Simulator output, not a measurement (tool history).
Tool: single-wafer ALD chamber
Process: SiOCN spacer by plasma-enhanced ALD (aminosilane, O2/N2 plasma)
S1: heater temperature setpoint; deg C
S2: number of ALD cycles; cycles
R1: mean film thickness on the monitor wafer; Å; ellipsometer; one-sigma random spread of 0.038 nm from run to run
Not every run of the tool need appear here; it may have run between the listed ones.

run 1 hour=0 | S1=425 S2=102 | R1=58.441
run 2 hour=1.7 | S1=423 S2=104 | R1=59.564
run 3 hour=10.6 | S1=428 S2=104 | R1=58.585
run 4 hour=17 | S1=437 S2=104 | R1=57.376
run 5 hour=17.8 | S1=437 S2=91 | R1=49.738
run 6 hour=22.3 | S1=431 S2=91 | R1=50.584
run 7 hour=27.9 | S1=431 S2=91 | R1=51.445
run 8 hour=29.5 | S1=428 S2=94 | R1=53.392
run 9 hour=34 | S1=428 S2=94 | R1=53.442
run 10 hour=42.8 | S1=425 S2=97 | R1=55.435
run 11 hour=46.8 | S1=423 S2=99 | R1=56.82
run 12 hour=48.1 | S1=421 S2=101 | R1=58.194
run 13 hour=52.7 | S1=419 S2=103 | R1=59.418
run 14 hour=53.8 | S1=418 S2=105 | R1=61.091

Run 15 has not been measured yet. What should we expect?
run 15 hour=58.1 | S1=417 S2=106 | R1=?

Logged for run 15: R1 62.211 Å.
